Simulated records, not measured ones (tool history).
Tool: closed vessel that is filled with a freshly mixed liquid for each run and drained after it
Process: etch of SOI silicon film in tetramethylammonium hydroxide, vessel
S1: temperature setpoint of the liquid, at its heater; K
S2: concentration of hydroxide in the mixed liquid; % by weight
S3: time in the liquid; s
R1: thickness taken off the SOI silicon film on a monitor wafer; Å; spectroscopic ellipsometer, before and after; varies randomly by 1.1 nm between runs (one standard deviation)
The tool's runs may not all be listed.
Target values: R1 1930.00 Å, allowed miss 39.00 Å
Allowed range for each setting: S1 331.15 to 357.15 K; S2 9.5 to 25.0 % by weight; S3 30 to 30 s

run 1 day=0.000 | S1=344.15 S2=17.5 S3=30 | R1=1669.00
run 2 day=0.021 | S1=344.15 S2=20.0 S3=30 | R1=1572.60
run 3 day=0.338 | S1=338.65 S2=20.0 S3=30 | R1=1138.70
run 4 day=0.588 | S1=338.65 S2=23.0 S3=30 | R1=1025.80
run 5 day=0.762 | S1=340.65 S2=23.0 S3=30 | R1=1160.10
run 6 day=1.050 | S1=337.15 S2=23.0 S3=30 | R1=940.57
run 7 day=1.229 | S1=339.65 S2=23.0 S3=30 | R1=1100.30
run 8 day=1.438 | S1=341.65 S2=23.0 S3=30 | R1=1237.10
run 9 day=1.658 | S1=348.15 S2=23.0 S3=30 | R1=1809.20

Of the 5 settings listed for the next run, only one would bring every result within its allowed miss of target. Which one?
run A day=1.879 | S1=349.15 S2=21.5 S3=30 | R1=?
run B day=1.879 | S1=346.65 S2=22.0 S3=30 | R1=?
run C day=1.879 | S1=347.15 S2=23.5 S3=30 | R1=?
run D day=1.879 | S1=345.65 S2=21.5 S3=30 | R1=?
run E day=1.879 | S1=351.15 S2=25.0 S3=30 | R1=?

move=A R1=2057.80
move=B R1=1762.20
move=C R1=1683.10
move=D R1=1684.00
move=E R1=1948.10
A: carries the result that was furthest off beyond its target, to the other side
B: the biggest miss grows against the last run
C: the biggest miss grows against the last run
D: the biggest miss grows against the last run
E: all results in spec
E meets every target.
